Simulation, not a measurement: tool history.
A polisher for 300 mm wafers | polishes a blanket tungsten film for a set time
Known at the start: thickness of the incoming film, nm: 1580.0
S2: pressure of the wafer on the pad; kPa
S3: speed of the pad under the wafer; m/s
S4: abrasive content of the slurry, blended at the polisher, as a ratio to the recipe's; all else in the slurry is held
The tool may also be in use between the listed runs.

run 1 hour=0.0 | flow_of_slurry_(ml/min)=135 S2=17.9 S3=1.34 S4=1.0 polishing_time_(s)=60 | film_removed_(Å)=2780.1
run 2 hour=3.9 | flow_of_slurry_(ml/min)=125 S2=15.9 S3=1.34 S4=1.0 polishing_time_(s)=60 | film_removed_(Å)=2475.6
run 3 hour=10.8 | flow_of_slurry_(ml/min)=120 S2=14.5 S3=1.32 S4=1.0 polishing_time_(s)=60 | film_removed_(Å)=2240.2
run 4 hour=16.8 | flow_of_slurry_(ml/min)=120 S2=14.5 S3=1.32 S4=0.9 polishing_time_(s)=60 | film_removed_(Å)=2174.5
run 5 hour=21.0 | flow_of_slurry_(ml/min)=120 S2=11.0 S3=1.32 S4=0.9 polishing_time_(s)=60 | film_removed_(Å)=1726.9
run 6 hour=29.7 | flow_of_slurry_(ml/min)=120 S2=14.5 S3=1.32 S4=0.9 polishing_time_(s)=60 | film_removed_(Å)=2204.3
run 7 hour=33.2 | flow_of_slurry_(ml/min)=120 S2=13.1 S3=1.32 S4=0.9 polishing_time_(s)=60 | film_removed_(Å)=1993.0
run 8 hour=41.5 | flow_of_slurry_(ml/min)=120 S2=12.4 S3=1.32 S4=0.9 polishing_time_(s)=60 | film_removed_(Å)=1935.8
run 9 hour=50.5 | flow_of_slurry_(ml/min)=120 S2=11.7 S3=1.32 S4=0.9 polishing_time_(s)=60 | film_removed_(Å)=1819.0

The next listed run, before its measurement:
run 10 hour=59.4 | flow_of_slurry_(ml/min)=90 S2=9.0 S3=1.32 S4=0.9 polishing_time_(s)=60 | film_removed_(Å)=?

film removed (Å): 1379.4

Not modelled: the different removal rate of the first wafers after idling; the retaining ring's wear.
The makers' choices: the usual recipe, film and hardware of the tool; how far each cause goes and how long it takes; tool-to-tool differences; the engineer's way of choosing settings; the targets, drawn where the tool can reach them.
